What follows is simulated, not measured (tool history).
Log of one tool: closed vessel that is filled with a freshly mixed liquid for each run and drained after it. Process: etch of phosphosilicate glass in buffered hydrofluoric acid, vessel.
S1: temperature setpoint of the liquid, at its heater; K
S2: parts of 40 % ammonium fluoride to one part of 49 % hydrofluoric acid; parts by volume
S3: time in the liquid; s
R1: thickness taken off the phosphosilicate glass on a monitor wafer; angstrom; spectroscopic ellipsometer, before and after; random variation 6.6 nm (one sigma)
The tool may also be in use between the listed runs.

run	hour	S1	S2	S3	R1
1	0	296.15	18.5	95	5761.2
2	2.6	296.15	14.5	95	7210.8
3	4.1	296.15	18.5	95	5741.8
4	7.7	296.65	18.5	95	5999.5
5	11.5	297.15	18.5	95	6061.6
6	17.9	297.65	18.5	95	6282.5
7	18.9	298.15	18.5	95	6394.2
8	24.9	298.65	18.5	95	6490.5

Forecast run 9:
9	26.5	299.15	18.5	95	?

Run 9 gave R1 6790.5 angstrom.
